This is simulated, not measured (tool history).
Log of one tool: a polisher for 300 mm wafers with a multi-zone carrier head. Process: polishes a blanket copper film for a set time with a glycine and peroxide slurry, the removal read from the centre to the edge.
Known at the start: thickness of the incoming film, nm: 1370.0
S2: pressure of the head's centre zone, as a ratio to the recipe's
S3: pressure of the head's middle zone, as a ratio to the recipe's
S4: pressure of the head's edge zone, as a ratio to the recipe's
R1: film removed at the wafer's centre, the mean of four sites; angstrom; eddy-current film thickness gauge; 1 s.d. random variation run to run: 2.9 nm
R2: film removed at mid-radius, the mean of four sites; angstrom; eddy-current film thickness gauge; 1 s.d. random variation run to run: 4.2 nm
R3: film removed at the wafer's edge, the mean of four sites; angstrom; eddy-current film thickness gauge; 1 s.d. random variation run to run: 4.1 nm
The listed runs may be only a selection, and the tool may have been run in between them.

{"run": 1, "hour": 0.0, "flow of slurry (ml/min)": 260, "S2": 1.0, "S3": 1.0, "S4": 1.0, "polishing time (s)": 51, "R1": 2337.2, "R2": 2333.7, "R3": 2377.2}
{"run": 2, "hour": 0.6, "flow of slurry (ml/min)": 260, "S2": 1.06, "S3": 1.0, "S4": 1.0, "polishing time (s)": 51, "R1": 2489.6, "R2": 2382.4, "R3": 2405.7}
{"run": 3, "hour": 7.5, "flow of slurry (ml/min)": 260, "S2": 1.0, "S3": 1.0, "S4": 1.0, "polishing time (s)": 51, "R1": 2354.4, "R2": 2384.4, "R3": 2371.4}
{"run": 4, "hour": 15.9, "flow of slurry (ml/min)": 260, "S2": 1.0, "S3": 0.94, "S4": 1.0, "polishing time (s)": 51, "R1": 2367.6, "R2": 2325.8, "R3": 2371.7}
{"run": 5, "hour": 19.0, "flow of slurry (ml/min)": 260, "S2": 1.0, "S3": 0.94, "S4": 1.0, "polishing time (s)": 57, "R1": 2608.2, "R2": 2602.6, "R3": 2631.3}
{"run": 6, "hour": 26.5, "flow of slurry (ml/min)": 260, "S2": 1.0, "S3": 0.94, "S4": 0.92, "polishing time (s)": 57, "R1": 2637.9, "R2": 2584.4, "R3": 2539.9}
{"run": 7, "hour": 30.8, "flow of slurry (ml/min)": 275, "S2": 1.05, "S3": 0.96, "S4": 0.96, "polishing time (s)": 61, "R1": 2976.9, "R2": 2835.5, "R3": 2770.6}

The next listed run, before its measurement:
{"run": 8, "hour": 37.6, "flow of slurry (ml/min)": 275, "S2": 1.09, "S3": 0.97, "S4": 1.0, "polishing time (s)": 64, "R1": "?", "R2": "?", "R3": "?"}

Run 8 produced R1 3243.6 angstrom, R2 2997.3 angstrom, R3 2972.2 angstrom.
